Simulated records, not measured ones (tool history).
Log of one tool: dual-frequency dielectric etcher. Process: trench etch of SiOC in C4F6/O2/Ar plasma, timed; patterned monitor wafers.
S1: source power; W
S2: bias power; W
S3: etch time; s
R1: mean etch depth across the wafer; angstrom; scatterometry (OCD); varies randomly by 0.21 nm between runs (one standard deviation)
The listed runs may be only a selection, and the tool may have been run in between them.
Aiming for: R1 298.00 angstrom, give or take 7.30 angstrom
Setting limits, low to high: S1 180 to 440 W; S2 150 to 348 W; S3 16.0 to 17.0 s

| run | day | S1 | S2 | S3 | R1 |
|---|---|---|---|---|---|
| 1 | 0.000 | 310 | 249 | 17.0 | 383.34 |
| 2 | 0.050 | 310 | 249 | 16.0 | 364.36 |
| 3 | 0.121 | 310 | 270 | 16.0 | 371.60 |
| 4 | 0.179 | 310 | 270 | 16.0 | 370.33 |
| 5 | 0.408 | 270 | 251 | 16.0 | 337.71 |
| 6 | 0.729 | 250 | 248 | 16.0 | 327.64 |
| 7 | 1.075 | 240 | 245 | 16.0 | 320.60 |
| 8 | 1.300 | 230 | 243 | 16.0 | 309.13 |
| 9 | 1.371 | 230 | 242 | 16.0 | 310.68 |

Below are 4 possible settings for the next run. Only one of them brings all results inside the allowed miss of their targets. Which is it?
| A | 1.442 | 200 | 240 | 16.5 | ? |
| B | 1.442 | 200 | 267 | 16.5 | ? |
| C | 1.442 | 220 | 237 | 16.5 | ? |
| D | 1.442 | 250 | 224 | 16.0 | ? |

| move | R1 |
|---|---|
| A | 299.17 |
| B | 312.30 |
| C | 311.65 |
| D | 313.85 |
A: meets every target
B: its largest miss is bigger than the last run's
C: its largest miss is bigger than the last run's
D: its largest miss is bigger than the last run's
Correct choice: A, which meets every target
